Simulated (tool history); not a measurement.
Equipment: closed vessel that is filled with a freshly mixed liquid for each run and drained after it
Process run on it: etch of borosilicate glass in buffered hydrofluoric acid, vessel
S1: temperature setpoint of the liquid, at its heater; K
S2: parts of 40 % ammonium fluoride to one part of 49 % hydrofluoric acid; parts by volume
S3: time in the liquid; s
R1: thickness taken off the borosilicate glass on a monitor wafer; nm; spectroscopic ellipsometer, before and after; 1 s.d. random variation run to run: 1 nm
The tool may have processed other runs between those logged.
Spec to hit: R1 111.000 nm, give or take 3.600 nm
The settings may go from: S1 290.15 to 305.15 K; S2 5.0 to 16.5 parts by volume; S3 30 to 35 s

| run | day | S1 | S2 | S3 | R1 |
|---|---|---|---|---|---|
| 1 | 0.000 | 297.15 | 10.0 | 35 | 49.974 |
| 2 | 0.221 | 297.15 | 10.0 | 35 | 48.823 |
| 3 | 0.446 | 298.15 | 9.5 | 35 | 54.956 |
| 4 | 0.808 | 300.65 | 9.5 | 35 | 61.670 |
| 5 | 0.896 | 302.65 | 9.5 | 35 | 68.950 |
| 6 | 1.246 | 302.65 | 8.0 | 35 | 79.943 |
| 7 | 1.475 | 303.15 | 8.0 | 35 | 82.831 |
| 8 | 1.575 | 304.15 | 7.0 | 35 | 100.610 |

Which of these 4 next moves meets every target?
| A | 1.675 | 302.65 | 7.0 | 35 | ? |
| B | 1.675 | 304.15 | 7.5 | 35 | ? |
| C | 1.675 | 304.65 | 6.5 | 35 | ? |
| D | 1.675 | 304.65 | 7.0 | 30 | ? |

| move | R1 |
|---|---|
| A | 94.421 |
| B | 94.534 |
| C | 111.740 |
| D | 89.663 |
A: further off than the last run
B: further off than the last run
C: all results in spec
D: further off than the last run
C meets every target.
